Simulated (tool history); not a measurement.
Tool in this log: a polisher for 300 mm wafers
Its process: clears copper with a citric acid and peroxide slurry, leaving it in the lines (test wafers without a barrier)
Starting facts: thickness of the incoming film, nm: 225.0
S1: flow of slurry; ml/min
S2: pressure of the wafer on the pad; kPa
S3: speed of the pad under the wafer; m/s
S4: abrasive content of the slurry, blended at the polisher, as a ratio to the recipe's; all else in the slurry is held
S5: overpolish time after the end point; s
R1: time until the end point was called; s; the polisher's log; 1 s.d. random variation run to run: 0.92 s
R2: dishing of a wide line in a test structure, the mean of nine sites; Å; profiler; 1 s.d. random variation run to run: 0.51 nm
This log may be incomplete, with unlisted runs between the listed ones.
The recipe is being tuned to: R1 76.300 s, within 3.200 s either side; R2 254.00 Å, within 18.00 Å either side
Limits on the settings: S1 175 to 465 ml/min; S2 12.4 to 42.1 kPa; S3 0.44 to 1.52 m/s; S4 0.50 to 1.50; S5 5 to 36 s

| run | hour | S1 | S2 | S3 | S4 | S5 | R1 | R2 |
|---|---|---|---|---|---|---|---|---|
| 1 | 0.0 | 295 | 26.9 | 0.98 | 1.00 | 18 | 71.754 | 428.42 |
| 2 | 5.7 | 295 | 26.2 | 0.98 | 1.00 | 15 | 71.405 | 346.34 |
| 3 | 11.8 | 295 | 25.5 | 0.98 | 1.00 | 14 | 75.227 | 323.92 |
| 4 | 16.1 | 295 | 25.5 | 0.98 | 1.00 | 13 | 75.560 | 302.32 |
| 5 | 20.6 | 295 | 25.5 | 0.78 | 1.00 | 13 | 92.754 | 254.94 |
| 6 | 24.1 | 295 | 25.5 | 0.68 | 1.00 | 13 | 104.040 | 214.43 |
| 7 | 32.0 | 295 | 28.3 | 0.68 | 1.00 | 12 | 94.813 | 230.34 |
| 8 | 34.2 | 295 | 35.2 | 0.70 | 1.00 | 8 | 73.184 | 197.87 |
| 9 | 35.0 | 295 | 34.5 | 0.72 | 1.00 | 9 | 74.640 | 215.04 |

Exactly one of the 5 candidate moves below puts every result within its allowed miss. Which one?
| A | 35.8 | 230 | 31.0 | 0.72 | 1.20 | 10 | ? | ? |
| B | 35.8 | 240 | 31.7 | 0.74 | 0.90 | 12 | ? | ? |
| C | 35.8 | 335 | 33.8 | 0.68 | 1.10 | 14 | ? | ? |
| D | 35.8 | 285 | 35.9 | 0.60 | 1.05 | 10 | ? | ? |
| E | 35.8 | 365 | 36.5 | 0.64 | 1.05 | 11 | ? | ? |

| move | R1 | R2 |
|---|---|---|
| A | 82.259 | 226.18 |
| B | 82.094 | 268.92 |
| C | 77.632 | 327.01 |
| D | 83.624 | 223.18 |
| E | 75.913 | 267.41 |
A: better than the last run, though not everything is in spec
B: meets the target for the result that was furthest off, but another lies outside its allowed miss
C: carries the result that was furthest off beyond its target, to the other side
D: the biggest miss grows against the last run
E: each result inside its tolerance
E meets every target.
